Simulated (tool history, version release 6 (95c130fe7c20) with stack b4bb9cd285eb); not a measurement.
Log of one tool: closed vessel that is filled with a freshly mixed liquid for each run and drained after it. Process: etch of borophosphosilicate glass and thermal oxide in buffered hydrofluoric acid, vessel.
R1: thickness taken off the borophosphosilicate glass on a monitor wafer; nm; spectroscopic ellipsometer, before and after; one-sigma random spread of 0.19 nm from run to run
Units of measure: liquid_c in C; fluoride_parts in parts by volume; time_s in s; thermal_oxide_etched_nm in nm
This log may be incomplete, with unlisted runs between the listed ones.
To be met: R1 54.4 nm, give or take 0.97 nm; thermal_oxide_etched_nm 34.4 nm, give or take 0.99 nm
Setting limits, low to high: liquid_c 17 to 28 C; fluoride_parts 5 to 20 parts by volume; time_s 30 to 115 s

Run 1, hour 0: liquid_c 20 C, fluoride_parts 12 parts by volume, time_s 60 s. Result: R1 69.255 nm, thermal_oxide_etched_nm 43.405 nm.
Run 2, hour 6.7: liquid_c 19 C, fluoride_parts 12.5 parts by volume, time_s 60 s. Result: R1 63.105 nm, thermal_oxide_etched_nm 39.625 nm.
Run 3, hour 11.5: liquid_c 18.5 C, fluoride_parts 12.5 parts by volume, time_s 60 s. Result: R1 61.081 nm, thermal_oxide_etched_nm 38.23 nm.
Run 4, hour 18.4: liquid_c 18.5 C, fluoride_parts 15 parts by volume, time_s 60 s. Result: R1 50.91 nm, thermal_oxide_etched_nm 32.416 nm.
Run 5, hour 19.6: liquid_c 19 C, fluoride_parts 15 parts by volume, time_s 60 s. Result: R1 52.467 nm, thermal_oxide_etched_nm 33.193 nm.
Run 6, hour 22: liquid_c 19 C, fluoride_parts 13 parts by volume, time_s 60 s. Result: R1 60.456 nm, thermal_oxide_etched_nm 37.644 nm.
Run 7, hour 26.9: liquid_c 18.5 C, fluoride_parts 13 parts by volume, time_s 60 s. Result: R1 58.808 nm, thermal_oxide_etched_nm 37.501 nm.
Run 8, hour 30.1: liquid_c 18 C, fluoride_parts 13 parts by volume, time_s 60 s. Result: R1 57.093 nm, thermal_oxide_etched_nm 36.074 nm.
Run 9, hour 34.5: liquid_c 17.5 C, fluoride_parts 13 parts by volume, time_s 60 s. Result: R1 56.095 nm, thermal_oxide_etched_nm 34.901 nm.

Which single option among these 4 for the next run brings every result within its allowed miss of target? Just one does.
Run A, hour 38.9: liquid_c 17 C, fluoride_parts 6 parts by volume, time_s 30 s. Result: R1 ?, thermal_oxide_etched_nm ?.
Run B, hour 38.9: liquid_c 20 C, fluoride_parts 16.5 parts by volume, time_s 65 s. Result: R1 ?, thermal_oxide_etched_nm ?.
Run C, hour 38.9: liquid_c 23 C, fluoride_parts 16 parts by volume, time_s 55 s. Result: R1 ?, thermal_oxide_etched_nm ?.
Run D, hour 38.9: liquid_c 20 C, fluoride_parts 13.5 parts by volume, time_s 55 s. Result: R1 ?, thermal_oxide_etched_nm ?.

move      R1  thermal_oxide_etched_nm
   A  56.847                    34.91
   B  54.947                   34.206
   C  56.518                   35.244
   D  56.694                   35.259
A: lands further from the targets than the last run did
B: every result lands within tolerance
C: lands further from the targets than the last run did
D: lands further from the targets than the last run did
The move that meets every target is B.

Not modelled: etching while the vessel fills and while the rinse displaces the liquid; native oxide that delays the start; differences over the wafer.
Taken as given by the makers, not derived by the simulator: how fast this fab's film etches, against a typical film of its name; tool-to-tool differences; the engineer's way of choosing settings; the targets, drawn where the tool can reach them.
